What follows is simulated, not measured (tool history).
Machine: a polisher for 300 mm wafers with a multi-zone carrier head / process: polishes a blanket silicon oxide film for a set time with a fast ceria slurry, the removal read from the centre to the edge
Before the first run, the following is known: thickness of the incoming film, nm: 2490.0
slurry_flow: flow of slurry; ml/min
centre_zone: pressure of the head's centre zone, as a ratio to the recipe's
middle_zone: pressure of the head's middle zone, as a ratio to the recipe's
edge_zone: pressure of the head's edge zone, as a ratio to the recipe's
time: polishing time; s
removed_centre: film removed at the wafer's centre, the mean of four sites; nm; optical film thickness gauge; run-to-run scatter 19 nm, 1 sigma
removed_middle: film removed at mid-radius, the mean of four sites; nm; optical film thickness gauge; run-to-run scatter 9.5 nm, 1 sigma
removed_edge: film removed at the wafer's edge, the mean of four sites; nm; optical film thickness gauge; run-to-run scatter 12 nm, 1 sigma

run	hour	slurry_flow	centre_zone	middle_zone	edge_zone	time	removed_centre	removed_middle	removed_edge
1	0	160	1	1	1	54	915.87	924.37	894.51
2	5.9	165	1.03	1	1.02	55	985.3	942.7	924.95
3	10.5	165	1.03	1.06	1.02	55	948.84	986.03	922.64
4	17.4	165	1.03	1.06	1.1	55	959.93	975.79	949.77
5	23.3	165	0.95	1.06	1.1	55	873.76	1001.1	970.39
6	27.6	170	0.98	1.06	1.11	56	924.3	1011.2	979.23
7	36.1	175	1	1.06	1.11	57	991.81	1023.4	985.74
8	43.4	175	1.01	1.05	1.12	58	977.18	1047.4	1013.3
9	45.8	175	1.04	1.04	1.12	59	1065.6	1062.3	1039
10	51.6	180	1.06	1.03	1.13	59	1067.4	1055.8	1032.2
11	60	180	1.08	1.02	1.13	60	1114.5	1064.9	1035.2

Run 12 comes next. What will it give?
12	65.3	180	1.09	1.01	1.14	61	?	?	?

removed_centre: 1126 nm
removed_middle: 1049.8 nm
removed_edge: 1081.7 nm
